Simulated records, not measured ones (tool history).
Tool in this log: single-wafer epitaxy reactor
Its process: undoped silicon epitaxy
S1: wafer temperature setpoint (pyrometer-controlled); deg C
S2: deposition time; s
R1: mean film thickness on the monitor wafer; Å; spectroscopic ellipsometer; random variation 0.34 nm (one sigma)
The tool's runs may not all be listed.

{"run": 1, "hour": 0.0, "S1": 650, "S2": 431, "R1": 708.33}
{"run": 2, "hour": 6.3, "S1": 648, "S2": 430, "R1": 684.87}
{"run": 3, "hour": 7.3, "S1": 638, "S2": 430, "R1": 559.12}
{"run": 4, "hour": 8.7, "S1": 638, "S2": 473, "R1": 615.89}
{"run": 5, "hour": 17.2, "S1": 638, "S2": 529, "R1": 695.65}
{"run": 6, "hour": 18.9, "S1": 646, "S2": 529, "R1": 810.71}
{"run": 7, "hour": 20.3, "S1": 643, "S2": 528, "R1": 764.38}

The next listed run, before its measurement:
{"run": 8, "hour": 28.1, "S1": 640, "S2": 527, "R1": "?"}

{"run 8": {"R1": 723.34}}

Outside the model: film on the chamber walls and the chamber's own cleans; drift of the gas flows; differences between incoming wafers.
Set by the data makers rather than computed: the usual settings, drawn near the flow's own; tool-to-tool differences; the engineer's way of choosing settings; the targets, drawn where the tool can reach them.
